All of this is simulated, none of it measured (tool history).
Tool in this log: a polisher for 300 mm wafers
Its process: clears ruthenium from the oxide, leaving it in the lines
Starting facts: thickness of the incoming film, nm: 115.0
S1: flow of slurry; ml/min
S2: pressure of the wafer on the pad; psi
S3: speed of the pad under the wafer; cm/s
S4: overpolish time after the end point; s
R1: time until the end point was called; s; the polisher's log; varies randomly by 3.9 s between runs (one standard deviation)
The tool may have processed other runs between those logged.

| run | hour | S1 | S2 | S3 | S4 | R1 |
|---|---|---|---|---|---|---|
| 1 | 0 | 280 | 1.8 | 112 | 41 | 87.851 |
| 2 | 7.2 | 280 | 2 | 112 | 41 | 79.49 |
| 3 | 10.8 | 275 | 1.7 | 98 | 41 | 105.31 |
| 4 | 17.2 | 275 | 1.7 | 78 | 41 | 130.09 |
| 5 | 21.2 | 275 | 1.5 | 74 | 41 | 153.14 |
| 6 | 25.4 | 275 | 1.9 | 74 | 41 | 126.14 |
| 7 | 26.9 | 275 | 1.6 | 70 | 41 | 154.55 |
| 8 | 27.8 | 275 | 1.4 | 68 | 41 | 173.55 |
| 9 | 34.8 | 275 | 1.3 | 66 | 41 | 189.76 |

Estimate the outcome of run 10 from the log above:
| 10 | 41.8 | 275 | 1.2 | 66 | 41 | ? |

{"run 10": {"R1": 205.5}}
